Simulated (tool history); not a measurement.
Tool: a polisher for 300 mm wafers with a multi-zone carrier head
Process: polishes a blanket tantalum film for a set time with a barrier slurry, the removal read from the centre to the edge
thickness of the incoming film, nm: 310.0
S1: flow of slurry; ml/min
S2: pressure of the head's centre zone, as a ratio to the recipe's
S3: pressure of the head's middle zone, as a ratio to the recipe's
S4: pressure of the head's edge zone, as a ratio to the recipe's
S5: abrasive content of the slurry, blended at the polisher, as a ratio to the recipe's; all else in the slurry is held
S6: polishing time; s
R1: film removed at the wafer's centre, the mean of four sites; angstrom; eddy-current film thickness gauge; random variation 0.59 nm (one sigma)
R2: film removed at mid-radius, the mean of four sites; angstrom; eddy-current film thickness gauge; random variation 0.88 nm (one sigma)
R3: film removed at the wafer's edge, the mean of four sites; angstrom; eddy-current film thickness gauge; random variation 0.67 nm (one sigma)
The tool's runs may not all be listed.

run	day	S1	S2	S3	S4	S5	S6	R1	R2	R3
1	0.000	315	1.00	1.00	1.00	1.00	85	820.22	830.25	823.58
2	0.162	310	0.98	1.00	0.99	1.00	85	789.61	808.06	829.68
3	0.200	310	0.97	1.02	0.98	1.00	85	789.14	825.37	815.58
4	0.529	305	0.96	1.03	0.97	1.00	85	776.67	838.42	821.02
5	0.900	305	0.96	1.03	0.97	1.15	85	808.84	867.83	854.29
6	1.054	305	0.96	1.03	0.97	1.00	85	776.25	838.71	825.48
7	1.379	305	0.95	1.04	0.96	1.00	85	760.03	835.99	811.91

Forecast run 8:
8	1.496	305	0.94	1.05	0.95	1.00	85	?	?	?

Run 8 gave R1 762.69 angstrom, R2 854.38 angstrom, R3 806.98 angstrom.

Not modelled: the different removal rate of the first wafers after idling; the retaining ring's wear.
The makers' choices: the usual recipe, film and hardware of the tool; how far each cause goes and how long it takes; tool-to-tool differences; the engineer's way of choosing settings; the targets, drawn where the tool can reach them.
